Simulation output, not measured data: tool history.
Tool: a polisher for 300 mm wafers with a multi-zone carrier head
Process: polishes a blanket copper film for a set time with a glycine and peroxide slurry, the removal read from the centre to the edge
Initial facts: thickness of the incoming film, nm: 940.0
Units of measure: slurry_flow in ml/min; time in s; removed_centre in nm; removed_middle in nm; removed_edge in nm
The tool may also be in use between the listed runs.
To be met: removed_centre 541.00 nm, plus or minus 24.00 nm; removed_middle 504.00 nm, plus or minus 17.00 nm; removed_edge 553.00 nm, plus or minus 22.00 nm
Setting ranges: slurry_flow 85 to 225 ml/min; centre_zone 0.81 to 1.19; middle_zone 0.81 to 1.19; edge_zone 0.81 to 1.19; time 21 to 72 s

{"run": 1, "hour": 0.0, "slurry_flow": 145, "centre_zone": 1.0, "middle_zone": 1.0, "edge_zone": 1.0, "time": 46, "removed_centre": 349.35, "removed_middle": 359.32, "removed_edge": 370.95}
{"run": 2, "hour": 1.2, "slurry_flow": 165, "centre_zone": 1.0, "middle_zone": 1.0, "edge_zone": 1.0, "time": 46, "removed_centre": 367.92, "removed_middle": 365.38, "removed_edge": 376.57}
{"run": 3, "hour": 4.9, "slurry_flow": 150, "centre_zone": 1.0, "middle_zone": 1.0, "edge_zone": 1.0, "time": 46, "removed_centre": 355.76, "removed_middle": 366.11, "removed_edge": 364.44}
{"run": 4, "hour": 6.6, "slurry_flow": 160, "centre_zone": 1.01, "middle_zone": 1.0, "edge_zone": 1.03, "time": 48, "removed_centre": 376.12, "removed_middle": 384.47, "removed_edge": 395.46}
{"run": 5, "hour": 9.4, "slurry_flow": 160, "centre_zone": 1.01, "middle_zone": 1.0, "edge_zone": 1.06, "time": 48, "removed_centre": 381.68, "removed_middle": 383.72, "removed_edge": 400.59}
{"run": 6, "hour": 10.9, "slurry_flow": 160, "centre_zone": 1.01, "middle_zone": 1.0, "edge_zone": 1.02, "time": 48, "removed_centre": 380.04, "removed_middle": 381.89, "removed_edge": 389.92}
{"run": 7, "hour": 15.9, "slurry_flow": 165, "centre_zone": 1.02, "middle_zone": 0.99, "edge_zone": 1.05, "time": 50, "removed_centre": 394.94, "removed_middle": 400.31, "removed_edge": 407.41}
{"run": 8, "hour": 19.0, "slurry_flow": 140, "centre_zone": 1.08, "middle_zone": 0.89, "edge_zone": 1.09, "time": 63, "removed_centre": 508.77, "removed_middle": 452.49, "removed_edge": 521.31}

Of the 5 settings listed for the next run, only one would bring every result within its allowed miss of target. Which one?
{"run": "A", "hour": 22.1, "slurry_flow": 125, "centre_zone": 1.04, "middle_zone": 0.86, "edge_zone": 1.11, "time": 61, "removed_centre": "?", "removed_middle": "?", "removed_edge": "?"}
{"run": "B", "hour": 22.1, "slurry_flow": 140, "centre_zone": 1.07, "middle_zone": 1.04, "edge_zone": 1.06, "time": 61, "removed_centre": "?", "removed_middle": "?", "removed_edge": "?"}
{"run": "C", "hour": 22.1, "slurry_flow": 180, "centre_zone": 1.16, "middle_zone": 0.85, "edge_zone": 1.01, "time": 63, "removed_centre": "?", "removed_middle": "?", "removed_edge": "?"}
{"run": "D", "hour": 22.1, "slurry_flow": 125, "centre_zone": 1.09, "middle_zone": 0.98, "edge_zone": 1.12, "time": 67, "removed_centre": "?", "removed_middle": "?", "removed_edge": "?"}
{"run": "E", "hour": 22.1, "slurry_flow": 160, "centre_zone": 1.19, "middle_zone": 0.87, "edge_zone": 1.0, "time": 64, "removed_centre": "?", "removed_middle": "?", "removed_edge": "?"}

move=A removed_centre=468.32 removed_middle=416.34 removed_edge=504.81
move=B removed_centre=496.01 removed_middle=483.17 removed_edge=500.86
move=C removed_centre=584.33 removed_middle=457.47 removed_edge=523.03
move=D removed_centre=539.65 removed_middle=497.59 removed_edge=556.29
move=E removed_centre=595.61 removed_middle=462.27 removed_edge=521.07
A: moves away from the targets compared with the last run
B: an improvement on the last run, though not all results are within tolerance
C: an improvement on the last run, though not all results are within tolerance
D: meets every target
E: an improvement on the last run, though not all results are within tolerance
Go with D: it meets all targets.
